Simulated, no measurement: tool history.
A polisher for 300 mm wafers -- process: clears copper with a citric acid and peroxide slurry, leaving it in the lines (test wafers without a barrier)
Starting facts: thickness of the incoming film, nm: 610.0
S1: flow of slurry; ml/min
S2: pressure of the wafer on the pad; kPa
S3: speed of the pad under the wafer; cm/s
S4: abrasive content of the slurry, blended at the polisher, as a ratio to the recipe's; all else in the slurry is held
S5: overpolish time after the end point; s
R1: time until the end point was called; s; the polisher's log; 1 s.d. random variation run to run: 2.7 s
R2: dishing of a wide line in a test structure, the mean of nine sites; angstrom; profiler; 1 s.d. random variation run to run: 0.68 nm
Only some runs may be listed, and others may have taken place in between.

| run | hour | S1 | S2 | S3 | S4 | S5 | R1 | R2 |
|---|---|---|---|---|---|---|---|---|
| 1 | 0.0 | 170 | 26.9 | 128 | 1.00 | 26 | 133.20 | 652.39 |
| 2 | 8.8 | 170 | 26.9 | 128 | 0.85 | 26 | 137.49 | 638.42 |
| 3 | 11.4 | 170 | 26.9 | 128 | 0.85 | 22 | 140.17 | 567.08 |
| 4 | 12.9 | 170 | 26.9 | 128 | 0.85 | 26 | 138.49 | 625.60 |
| 5 | 16.5 | 170 | 26.9 | 128 | 0.85 | 35 | 140.54 | 775.24 |
| 6 | 19.3 | 170 | 20.0 | 128 | 0.85 | 35 | 184.03 | 628.00 |
| 7 | 20.9 | 165 | 17.9 | 122 | 0.85 | 34 | 216.73 | 533.49 |
| 8 | 26.4 | 160 | 16.5 | 120 | 0.85 | 33 | 239.61 | 491.81 |
| 9 | 29.0 | 150 | 15.9 | 120 | 0.85 | 32 | 247.88 | 460.21 |
| 10 | 35.6 | 145 | 15.2 | 120 | 0.85 | 31 | 260.46 | 431.27 |
| 11 | 41.7 | 140 | 14.5 | 120 | 0.85 | 31 | 277.12 | 411.69 |
| 12 | 46.7 | 135 | 14.5 | 120 | 0.85 | 31 | 281.32 | 416.32 |
| 13 | 49.1 | 130 | 14.5 | 120 | 0.85 | 30 | 283.58 | 387.03 |

Run 14 has not been measured yet. What should we expect?
| 14 | 58.0 | 125 | 14.5 | 120 | 0.85 | 30 | ? | ? |

Run 14 measured R1 282.13 s, R2 396.59 angstrom.
